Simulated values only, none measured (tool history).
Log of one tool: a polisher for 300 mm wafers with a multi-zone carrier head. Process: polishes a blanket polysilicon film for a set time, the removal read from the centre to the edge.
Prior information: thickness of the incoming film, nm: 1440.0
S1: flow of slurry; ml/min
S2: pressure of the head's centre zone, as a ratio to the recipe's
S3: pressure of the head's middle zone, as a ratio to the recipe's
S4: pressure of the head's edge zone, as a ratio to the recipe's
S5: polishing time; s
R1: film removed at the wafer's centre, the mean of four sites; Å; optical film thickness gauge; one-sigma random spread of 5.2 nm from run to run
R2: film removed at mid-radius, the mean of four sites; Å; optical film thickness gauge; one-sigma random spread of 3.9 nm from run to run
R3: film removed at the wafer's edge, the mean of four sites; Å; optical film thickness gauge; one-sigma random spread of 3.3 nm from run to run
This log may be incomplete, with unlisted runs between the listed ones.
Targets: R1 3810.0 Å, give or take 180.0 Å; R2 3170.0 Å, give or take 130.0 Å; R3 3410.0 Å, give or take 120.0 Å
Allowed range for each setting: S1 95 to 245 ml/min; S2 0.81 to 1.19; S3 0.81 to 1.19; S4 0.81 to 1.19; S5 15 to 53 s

Run 1, hour 0.0: S1 155 ml/min, S2 1.00, S3 1.00, S4 1.00, S5 34 s. Result: R1 2422.8 Å, R2 2481.5 Å, R3 2377.4 Å.
Run 2, hour 1.4: S1 165 ml/min, S2 1.03, S3 0.99, S4 1.03, S5 36 s. Result: R1 2645.8 Å, R2 2641.6 Å, R3 2575.2 Å.
Run 3, hour 4.5: S1 170 ml/min, S2 1.06, S3 0.97, S4 1.05, S5 38 s. Result: R1 2914.6 Å, R2 2767.0 Å, R3 2782.7 Å.
Run 4, hour 6.6: S1 170 ml/min, S2 1.06, S3 0.97, S4 0.99, S5 38 s. Result: R1 2885.0 Å, R2 2693.7 Å, R3 2695.5 Å.
Run 5, hour 8.6: S1 170 ml/min, S2 1.06, S3 0.97, S4 0.99, S5 44 s. Result: R1 3392.1 Å, R2 3140.6 Å, R3 3121.3 Å.
Run 6, hour 17.4: S1 175 ml/min, S2 1.08, S3 0.96, S4 1.01, S5 44 s. Result: R1 3413.2 Å, R2 3170.2 Å, R3 3225.6 Å.
Run 7, hour 23.9: S1 180 ml/min, S2 1.10, S3 0.95, S4 1.01, S5 44 s. Result: R1 3509.5 Å, R2 3058.8 Å, R3 3194.3 Å.
Run 8, hour 29.1: S1 185 ml/min, S2 1.11, S3 0.95, S4 1.02, S5 44 s. Result: R1 3521.6 Å, R2 3165.5 Å, R3 3251.3 Å.
Run 9, hour 32.9: S1 185 ml/min, S2 1.13, S3 0.94, S4 1.03, S5 44 s. Result: R1 3665.5 Å, R2 3174.9 Å, R3 3277.7 Å.

Which one of the following 4 next-run settings gets every result inside its allowed miss? There is exactly one.
Run A, hour 36.7: S1 190 ml/min, S2 1.14, S3 0.90, S4 1.03, S5 46 s. Result: R1 ?, R2 ?, R3 ?.
Run B, hour 36.7: S1 200 ml/min, S2 1.04, S3 0.94, S4 1.13, S5 44 s. Result: R1 ?, R2 ?, R3 ?.
Run C, hour 36.7: S1 180 ml/min, S2 1.01, S3 0.81, S4 1.10, S5 47 s. Result: R1 ?, R2 ?, R3 ?.
Run D, hour 36.7: S1 185 ml/min, S2 1.08, S3 0.93, S4 1.09, S5 45 s. Result: R1 ?, R2 ?, R3 ?.

move      R1      R2      R3
   A  3768.5  3192.7  3405.1
   B  3374.2  3192.8  3430.4
   C  3450.6  2966.0  3575.6
   D  3509.8  3196.2  3413.8
A: in spec on every target
B: the furthest-off result lands on target, but another misses its tolerance
C: moves the result that the last run missed by most past its target, out the other side
D: the furthest-off result lands on target, but another misses its tolerance
The move that meets every target is A.
